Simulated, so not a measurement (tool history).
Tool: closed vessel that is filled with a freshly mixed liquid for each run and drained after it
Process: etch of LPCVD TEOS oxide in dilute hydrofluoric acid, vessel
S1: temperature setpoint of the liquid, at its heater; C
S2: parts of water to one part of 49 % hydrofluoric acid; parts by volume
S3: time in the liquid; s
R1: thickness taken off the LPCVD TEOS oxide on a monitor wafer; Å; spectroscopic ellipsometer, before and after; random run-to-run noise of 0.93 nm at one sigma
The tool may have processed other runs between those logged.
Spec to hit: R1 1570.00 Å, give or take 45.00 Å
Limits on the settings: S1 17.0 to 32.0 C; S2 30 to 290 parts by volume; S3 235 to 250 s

run 1 hour=0.0 | S1=24.0 S2=160 S3=235 | R1=494.41
run 2 hour=4.6 | S1=25.5 S2=135 S3=235 | R1=631.32
run 3 hour=9.8 | S1=27.0 S2=115 S3=235 | R1=813.81
run 4 hour=13.7 | S1=28.0 S2=105 S3=235 | R1=931.14
run 5 hour=15.3 | S1=29.0 S2=95 S3=235 | R1=1084.00
run 6 hour=21.0 | S1=29.5 S2=90 S3=235 | R1=1170.60
run 7 hour=30.2 | S1=30.0 S2=85 S3=235 | R1=1266.40
run 8 hour=33.1 | S1=30.5 S2=80 S3=235 | R1=1409.40

Below are 5 possible settings for the next run. Only one of them brings all results inside the allowed miss of their targets. Which is it?
run A hour=36.0 | S1=29.5 S2=65 S3=240 | R1=?
run B hour=36.0 | S1=32.0 S2=75 S3=250 | R1=?
run C hour=36.0 | S1=32.0 S2=70 S3=235 | R1=?
run D hour=36.0 | S1=32.0 S2=80 S3=250 | R1=?
run E hour=36.0 | S1=30.0 S2=70 S3=250 | R1=?

move=A R1=1721.50
move=B R1=1689.10
move=C R1=1713.70
move=D R1=1572.00
move=E R1=1686.40
A: pushes the last run's worst result past its target
B: pushes the last run's worst result past its target
C: pushes the last run's worst result past its target
D: all results in spec
E: pushes the last run's worst result past its target
The move that meets every target is D.
